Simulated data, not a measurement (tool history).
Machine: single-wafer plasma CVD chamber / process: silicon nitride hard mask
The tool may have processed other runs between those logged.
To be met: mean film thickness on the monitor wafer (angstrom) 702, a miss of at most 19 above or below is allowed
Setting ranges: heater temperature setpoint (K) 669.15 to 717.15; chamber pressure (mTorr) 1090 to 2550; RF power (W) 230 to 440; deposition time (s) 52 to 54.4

run	day	heater temperature setpoint (K)	chamber pressure (mTorr)	RF power (W)	deposition time (s)	mean film thickness on the monitor wafer (angstrom)
1	0	693.15	1820	335	54.4	617.63
2	0.208	693.15	1820	335	52	586.68
3	0.504	693.15	1920	350	52.2	614.11
4	0.825	702.15	1920	350	52.2	615.04
5	0.892	702.15	1920	390	52.2	640.82
6	1.246	702.15	2160	390	52.2	668.28
7	1.346	702.15	2200	395	52.3	676.25
8	1.708	702.15	2200	395	52.3	677.42

Pick the move, out of 4, that brings all results within their allowed miss; only one does.
A	2.071	702.15	2420	325	52	?
B	2.071	701.15	2170	375	53.2	?
C	2.071	698.15	2110	395	54.4	?
D	2.071	704.15	2000	380	52	?

move	mean film thickness on the monitor wafer (angstrom)
A	632.04
B	670.26
C	697.44
D	642.1
A: lands further from the targets than the last run did
B: lands further from the targets than the last run did
C: every result lands within tolerance
D: lands further from the targets than the last run did
Answer: C
